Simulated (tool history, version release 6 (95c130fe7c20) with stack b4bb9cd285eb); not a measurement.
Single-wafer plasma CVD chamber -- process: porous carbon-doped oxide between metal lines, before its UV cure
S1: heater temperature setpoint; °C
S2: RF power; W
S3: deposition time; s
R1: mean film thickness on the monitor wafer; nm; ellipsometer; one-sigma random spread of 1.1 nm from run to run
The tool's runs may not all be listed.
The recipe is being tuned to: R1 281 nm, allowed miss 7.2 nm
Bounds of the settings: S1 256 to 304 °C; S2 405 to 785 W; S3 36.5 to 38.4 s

run 1 hour=0 | S1=280 S2=595 S3=38.4 | R1=250.43
run 2 hour=0.9 | S1=280 S2=535 S3=38.4 | R1=225.57
run 3 hour=7.5 | S1=280 S2=570 S3=38.4 | R1=241.01
run 4 hour=12.4 | S1=274 S2=570 S3=38.4 | R1=251.1
run 5 hour=16.6 | S1=282 S2=570 S3=38.4 | R1=237.61
run 6 hour=24.1 | S1=282 S2=570 S3=36.5 | R1=225.94
run 7 hour=27.7 | S1=278 S2=580 S3=36.5 | R1=236.26
run 8 hour=30.7 | S1=274 S2=590 S3=36.5 | R1=247.84

Which of these 4 next moves meets every target?
run A hour=33.7 | S1=265 S2=590 S3=38.4 | R1=?
run B hour=33.7 | S1=265 S2=590 S3=36.5 | R1=?
run C hour=33.7 | S1=267 S2=575 S3=38.4 | R1=?
run D hour=33.7 | S1=276 S2=645 S3=36.5 | R1=?

move=A R1=277.95
move=B R1=264.55
move=C R1=267.68
move=D R1=262.49
A: all results in spec
B: moves toward the targets from the last run without getting all of them in spec
C: moves toward the targets from the last run without getting all of them in spec
D: moves toward the targets from the last run without getting all of them in spec
A meets every target.

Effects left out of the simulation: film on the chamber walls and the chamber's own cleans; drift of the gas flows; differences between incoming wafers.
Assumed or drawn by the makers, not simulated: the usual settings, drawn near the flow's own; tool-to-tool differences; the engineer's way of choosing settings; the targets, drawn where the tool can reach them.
